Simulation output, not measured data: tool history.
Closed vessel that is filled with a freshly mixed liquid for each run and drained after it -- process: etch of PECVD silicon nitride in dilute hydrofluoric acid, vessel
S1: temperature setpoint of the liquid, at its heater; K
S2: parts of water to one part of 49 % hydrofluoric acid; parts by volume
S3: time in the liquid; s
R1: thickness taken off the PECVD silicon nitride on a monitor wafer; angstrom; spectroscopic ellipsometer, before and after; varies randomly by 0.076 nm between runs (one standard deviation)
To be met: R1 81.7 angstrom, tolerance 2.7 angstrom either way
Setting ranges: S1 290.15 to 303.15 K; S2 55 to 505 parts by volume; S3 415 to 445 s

run 1 hour=0 | S1=295.15 S2=280 S3=415 | R1=68.845
run 2 hour=3.7 | S1=291.65 S2=280 S3=415 | R1=55.364
run 3 hour=8.4 | S1=292.65 S2=280 S3=415 | R1=59.611
run 4 hour=17.1 | S1=293.15 S2=280 S3=415 | R1=61.171
run 5 hour=21.7 | S1=293.15 S2=280 S3=445 | R1=65.979
run 6 hour=28.1 | S1=294.65 S2=280 S3=445 | R1=72.137
run 7 hour=35.6 | S1=295.15 S2=280 S3=445 | R1=73.584
run 8 hour=43.1 | S1=295.65 S2=280 S3=445 | R1=77.557

Pick the move, out of 5, that brings all results within their allowed miss; only one does.
run A hour=50.6 | S1=294.65 S2=270 S3=445 | R1=?
run B hour=50.6 | S1=296.65 S2=280 S3=440 | R1=?
run C hour=50.6 | S1=295.65 S2=295 S3=445 | R1=?
run D hour=50.6 | S1=297.65 S2=300 S3=420 | R1=?
run E hour=50.6 | S1=293.15 S2=245 S3=445 | R1=?

move=A R1=74.561
move=B R1=80.603
move=C R1=72.789
move=D R1=76.394
move=E R1=74.458
A: lands further from the targets than the last run did
B: meets every target
C: lands further from the targets than the last run did
D: lands further from the targets than the last run did
E: lands further from the targets than the last run did
The move that meets every target is B.
